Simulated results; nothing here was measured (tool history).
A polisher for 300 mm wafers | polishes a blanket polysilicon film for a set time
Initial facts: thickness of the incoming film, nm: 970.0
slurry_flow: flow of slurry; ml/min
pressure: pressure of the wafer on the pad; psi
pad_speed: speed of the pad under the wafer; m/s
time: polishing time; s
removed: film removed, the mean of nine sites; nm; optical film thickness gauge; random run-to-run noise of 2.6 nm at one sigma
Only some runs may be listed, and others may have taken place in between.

{"run": 1, "day": 0.0, "slurry_flow": 255, "pressure": 1.8, "pad_speed": 0.84, "time": 110, "removed": 519.95}
{"run": 2, "day": 0.267, "slurry_flow": 255, "pressure": 1.4, "pad_speed": 0.84, "time": 110, "removed": 408.35}
{"run": 3, "day": 0.458, "slurry_flow": 220, "pressure": 1.4, "pad_speed": 0.84, "time": 110, "removed": 398.42}
{"run": 4, "day": 0.804, "slurry_flow": 215, "pressure": 1.3, "pad_speed": 0.84, "time": 110, "removed": 375.4}
{"run": 5, "day": 1.154, "slurry_flow": 215, "pressure": 1.3, "pad_speed": 0.98, "time": 110, "removed": 436.38}
{"run": 6, "day": 1.475, "slurry_flow": 210, "pressure": 1.2, "pad_speed": 0.98, "time": 110, "removed": 395.32}
{"run": 7, "day": 1.85, "slurry_flow": 205, "pressure": 1.1, "pad_speed": 0.98, "time": 110, "removed": 368.83}
{"run": 8, "day": 2.208, "slurry_flow": 200, "pressure": 1.1, "pad_speed": 0.98, "time": 110, "removed": 368.37}
{"run": 9, "day": 2.483, "slurry_flow": 195, "pressure": 1.1, "pad_speed": 0.98, "time": 110, "removed": 370.01}
{"run": 10, "day": 2.8, "slurry_flow": 195, "pressure": 1.1, "pad_speed": 0.98, "time": 110, "removed": 368.74}
{"run": 11, "day": 3.046, "slurry_flow": 190, "pressure": 1.1, "pad_speed": 0.98, "time": 110, "removed": 360.47}
{"run": 12, "day": 3.121, "slurry_flow": 185, "pressure": 1.1, "pad_speed": 0.98, "time": 110, "removed": 364.3}

Estimate the outcome of run 13 from the log above:
{"run": 13, "day": 3.362, "slurry_flow": 185, "pressure": 1, "pad_speed": 0.98, "time": 110, "removed": "?"}

{"run 13": {"removed": 329.21}}
